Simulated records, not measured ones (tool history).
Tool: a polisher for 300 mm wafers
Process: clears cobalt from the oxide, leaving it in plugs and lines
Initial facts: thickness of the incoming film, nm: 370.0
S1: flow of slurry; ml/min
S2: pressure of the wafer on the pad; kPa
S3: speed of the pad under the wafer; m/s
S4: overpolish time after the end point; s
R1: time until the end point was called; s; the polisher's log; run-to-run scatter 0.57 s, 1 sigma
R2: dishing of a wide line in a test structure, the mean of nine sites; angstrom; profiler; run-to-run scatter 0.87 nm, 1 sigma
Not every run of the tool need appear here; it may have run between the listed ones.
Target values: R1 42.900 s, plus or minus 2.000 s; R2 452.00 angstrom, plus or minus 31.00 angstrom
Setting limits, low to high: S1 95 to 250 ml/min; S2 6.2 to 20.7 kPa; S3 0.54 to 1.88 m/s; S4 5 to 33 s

Run 1, hour 0.0: S1 160 ml/min, S2 13.1 kPa, S3 1.20 m/s, S4 17 s. Result: R1 55.265 s, R2 423.64 angstrom.
Run 2, hour 8.6: S1 160 ml/min, S2 13.1 kPa, S3 1.46 m/s, S4 17 s. Result: R1 46.134 s, R2 426.02 angstrom.
Run 3, hour 14.4: S1 160 ml/min, S2 13.1 kPa, S3 1.46 m/s, S4 12 s. Result: R1 46.184 s, R2 388.62 angstrom.
Run 4, hour 22.1: S1 160 ml/min, S2 13.1 kPa, S3 1.46 m/s, S4 18 s. Result: R1 46.480 s, R2 432.83 angstrom.
Run 5, hour 29.5: S1 160 ml/min, S2 11.0 kPa, S3 1.46 m/s, S4 18 s. Result: R1 51.809 s, R2 427.00 angstrom.
Run 6, hour 33.0: S1 160 ml/min, S2 8.3 kPa, S3 1.46 m/s, S4 18 s. Result: R1 60.351 s, R2 414.41 angstrom.
Run 7, hour 41.6: S1 160 ml/min, S2 9.7 kPa, S3 1.48 m/s, S4 18 s. Result: R1 54.543 s, R2 428.61 angstrom.
Run 8, hour 48.6: S1 160 ml/min, S2 10.3 kPa, S3 1.48 m/s, S4 18 s. Result: R1 53.678 s, R2 415.88 angstrom.
Run 9, hour 51.1: S1 160 ml/min, S2 11.0 kPa, S3 1.48 m/s, S4 19 s. Result: R1 51.347 s, R2 452.73 angstrom.
Run 10, hour 59.4: S1 160 ml/min, S2 11.7 kPa, S3 1.48 m/s, S4 19 s. Result: R1 49.104 s, R2 438.76 angstrom.
Run 11, hour 60.3: S1 160 ml/min, S2 12.4 kPa, S3 1.48 m/s, S4 19 s. Result: R1 47.966 s, R2 437.12 angstrom.

Which one of the following 5 next-run settings gets every result inside its allowed miss? There is exactly one.
Run A, hour 61.2: S1 190 ml/min, S2 11.7 kPa, S3 1.66 m/s, S4 22 s. Result: R1 ?, R2 ?.
Run B, hour 61.2: S1 160 ml/min, S2 9.7 kPa, S3 1.54 m/s, S4 18 s. Result: R1 ?, R2 ?.
Run C, hour 61.2: S1 140 ml/min, S2 9.7 kPa, S3 1.54 m/s, S4 13 s. Result: R1 ?, R2 ?.
Run D, hour 61.2: S1 190 ml/min, S2 9.7 kPa, S3 1.60 m/s, S4 21 s. Result: R1 ?, R2 ?.
Run E, hour 61.2: S1 170 ml/min, S2 11.7 kPa, S3 1.48 m/s, S4 29 s. Result: R1 ?, R2 ?.

move      R1      R2
   A  42.791  445.05
   B  52.749  421.30
   C  53.444  383.84
   D  49.987  436.36
   E  48.378  449.87
A: each result inside its tolerance
B: lands further from the targets than the last run did
C: lands further from the targets than the last run did
D: lands further from the targets than the last run did
E: lands further from the targets than the last run did
The right move is A.

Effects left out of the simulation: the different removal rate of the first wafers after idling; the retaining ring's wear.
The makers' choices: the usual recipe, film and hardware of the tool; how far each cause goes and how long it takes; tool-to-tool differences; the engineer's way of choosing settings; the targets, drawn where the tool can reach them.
